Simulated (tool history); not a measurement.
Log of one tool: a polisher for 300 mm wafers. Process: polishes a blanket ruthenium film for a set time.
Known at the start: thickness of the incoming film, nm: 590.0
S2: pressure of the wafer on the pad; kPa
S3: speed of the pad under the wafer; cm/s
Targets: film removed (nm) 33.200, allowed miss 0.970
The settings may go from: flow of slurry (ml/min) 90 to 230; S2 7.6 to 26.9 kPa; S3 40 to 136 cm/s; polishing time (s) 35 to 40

{"run": 1, "hour": 0.0, "flow of slurry (ml/min)": 150, "S2": 17.2, "S3": 88, "polishing time (s)": 40, "film removed (nm)": 59.558}
{"run": 2, "hour": 2.8, "flow of slurry (ml/min)": 150, "S2": 17.2, "S3": 106, "polishing time (s)": 40, "film removed (nm)": 70.622}
{"run": 3, "hour": 8.5, "flow of slurry (ml/min)": 150, "S2": 17.2, "S3": 86, "polishing time (s)": 40, "film removed (nm)": 58.705}
{"run": 4, "hour": 10.8, "flow of slurry (ml/min)": 175, "S2": 17.2, "S3": 86, "polishing time (s)": 40, "film removed (nm)": 58.963}
{"run": 5, "hour": 16.0, "flow of slurry (ml/min)": 175, "S2": 20.7, "S3": 86, "polishing time (s)": 40, "film removed (nm)": 69.326}
{"run": 6, "hour": 18.0, "flow of slurry (ml/min)": 175, "S2": 18.6, "S3": 84, "polishing time (s)": 40, "film removed (nm)": 62.935}
{"run": 7, "hour": 19.7, "flow of slurry (ml/min)": 170, "S2": 16.5, "S3": 82, "polishing time (s)": 40, "film removed (nm)": 54.422}
{"run": 8, "hour": 25.8, "flow of slurry (ml/min)": 170, "S2": 15.2, "S3": 82, "polishing time (s)": 40, "film removed (nm)": 49.329}
{"run": 9, "hour": 29.5, "flow of slurry (ml/min)": 170, "S2": 13.8, "S3": 82, "polishing time (s)": 40, "film removed (nm)": 46.388}
{"run": 10, "hour": 36.5, "flow of slurry (ml/min)": 170, "S2": 12.4, "S3": 82, "polishing time (s)": 40, "film removed (nm)": 42.412}

4 next moves are on the table. One of them brings every result within its allowed miss. Which?
{"run": "A", "hour": 43.5, "flow of slurry (ml/min)": 175, "S2": 11.7, "S3": 76, "polishing time (s)": 38, "film removed (nm)": "?"}
{"run": "B", "hour": 43.5, "flow of slurry (ml/min)": 230, "S2": 14.5, "S3": 58, "polishing time (s)": 37, "film removed (nm)": "?"}
{"run": "C", "hour": 43.5, "flow of slurry (ml/min)": 165, "S2": 12.4, "S3": 74, "polishing time (s)": 38, "film removed (nm)": "?"}
{"run": "D", "hour": 43.5, "flow of slurry (ml/min)": 195, "S2": 13.1, "S3": 72, "polishing time (s)": 36, "film removed (nm)": "?"}

move=A film_removed_(nm)=35.667
move=B film_removed_(nm)=33.620
move=C film_removed_(nm)=36.217
move=D film_removed_(nm)=35.999
A: nearer than the last run, and not there yet
B: meets every target
C: nearer than the last run, and not there yet
D: nearer than the last run, and not there yet
Move B is the one to make.

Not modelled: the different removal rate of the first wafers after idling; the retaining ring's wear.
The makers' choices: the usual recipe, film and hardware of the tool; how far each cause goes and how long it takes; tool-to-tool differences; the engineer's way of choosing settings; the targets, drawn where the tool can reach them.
